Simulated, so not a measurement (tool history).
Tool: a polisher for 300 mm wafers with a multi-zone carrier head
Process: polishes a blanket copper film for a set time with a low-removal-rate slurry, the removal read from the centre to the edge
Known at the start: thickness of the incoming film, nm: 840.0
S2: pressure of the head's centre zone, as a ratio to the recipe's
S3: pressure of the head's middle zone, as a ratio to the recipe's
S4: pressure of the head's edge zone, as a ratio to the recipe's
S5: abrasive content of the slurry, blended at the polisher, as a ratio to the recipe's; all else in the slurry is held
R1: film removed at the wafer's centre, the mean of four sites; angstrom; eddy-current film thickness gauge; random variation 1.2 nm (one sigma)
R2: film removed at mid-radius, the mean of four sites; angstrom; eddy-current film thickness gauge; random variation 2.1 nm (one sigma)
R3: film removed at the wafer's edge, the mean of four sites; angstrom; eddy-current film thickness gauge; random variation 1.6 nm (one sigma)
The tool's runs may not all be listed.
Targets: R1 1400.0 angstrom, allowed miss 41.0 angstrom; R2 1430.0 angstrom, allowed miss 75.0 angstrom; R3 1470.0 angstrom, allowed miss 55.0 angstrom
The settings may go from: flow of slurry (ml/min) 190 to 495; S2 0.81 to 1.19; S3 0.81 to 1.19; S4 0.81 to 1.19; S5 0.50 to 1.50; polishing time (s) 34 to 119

Run 1, hour 0.0: flow of slurry (ml/min) 320, S2 1.00, S3 1.00, S4 1.00, S5 1.00, polishing time (s) 76. Result: R1 1031.4 angstrom, R2 1021.6 angstrom, R3 1029.0 angstrom.
Run 2, hour 8.8: flow of slurry (ml/min) 320, S2 1.00, S3 1.01, S4 1.02, S5 1.05, polishing time (s) 78. Result: R1 1073.6 angstrom, R2 1058.8 angstrom, R3 1102.8 angstrom.
Run 3, hour 10.7: flow of slurry (ml/min) 325, S2 1.01, S3 1.03, S4 1.03, S5 1.10, polishing time (s) 79. Result: R1 1130.8 angstrom, R2 1114.6 angstrom, R3 1127.2 angstrom.
Run 4, hour 16.3: flow of slurry (ml/min) 325, S2 1.01, S3 1.04, S4 1.04, S5 1.15, polishing time (s) 80. Result: R1 1129.9 angstrom, R2 1153.4 angstrom, R3 1134.8 angstrom.
Run 5, hour 19.2: flow of slurry (ml/min) 295, S2 1.01, S3 1.04, S4 1.04, S5 1.15, polishing time (s) 80. Result: R1 1145.8 angstrom, R2 1112.5 angstrom, R3 1125.7 angstrom.
Run 6, hour 27.1: flow of slurry (ml/min) 240, S2 1.01, S3 1.04, S4 1.04, S5 1.15, polishing time (s) 80. Result: R1 1106.2 angstrom, R2 1146.7 angstrom, R3 1113.7 angstrom.
Run 7, hour 28.7: flow of slurry (ml/min) 245, S2 1.01, S3 1.04, S4 1.05, S5 1.20, polishing time (s) 82. Result: R1 1146.2 angstrom, R2 1173.8 angstrom, R3 1132.3 angstrom.
Run 8, hour 31.4: flow of slurry (ml/min) 220, S2 0.94, S3 0.98, S4 1.12, S5 1.35, polishing time (s) 104. Result: R1 1372.4 angstrom, R2 1440.6 angstrom, R3 1535.7 angstrom.

5 next moves are on the table. One of them brings every result within its allowed miss. Which?
Run A, hour 34.1: flow of slurry (ml/min) 310, S2 1.01, S3 0.87, S4 1.14, S5 1.25, polishing time (s) 97. Result: R1 ?, R2 ?, R3 ?.
Run B, hour 34.1: flow of slurry (ml/min) 190, S2 1.00, S3 1.03, S4 1.07, S5 1.35, polishing time (s) 102. Result: R1 ?, R2 ?, R3 ?.
Run C, hour 34.1: flow of slurry (ml/min) 190, S2 0.93, S3 1.02, S4 1.19, S5 1.25, polishing time (s) 105. Result: R1 ?, R2 ?, R3 ?.
Run D, hour 34.1: flow of slurry (ml/min) 265, S2 0.91, S3 0.93, S4 1.18, S5 1.35, polishing time (s) 106. Result: R1 ?, R2 ?, R3 ?.
Run E, hour 34.1: flow of slurry (ml/min) 220, S2 0.90, S3 0.86, S4 1.18, S5 1.50, polishing time (s) 102. Result: R1 ?, R2 ?, R3 ?.

move      R1      R2      R3
   A  1431.4  1224.3  1492.0
   B  1418.0  1420.0  1474.8
   C  1330.3  1421.8  1572.2
   D  1410.3  1418.8  1670.1
   E  1341.7  1283.4  1623.0
A: brings the result that was furthest off to its target, and leaves another outside
B: meets every target
C: further off than the last run
D: further off than the last run
E: further off than the last run
Move B is the one to make.
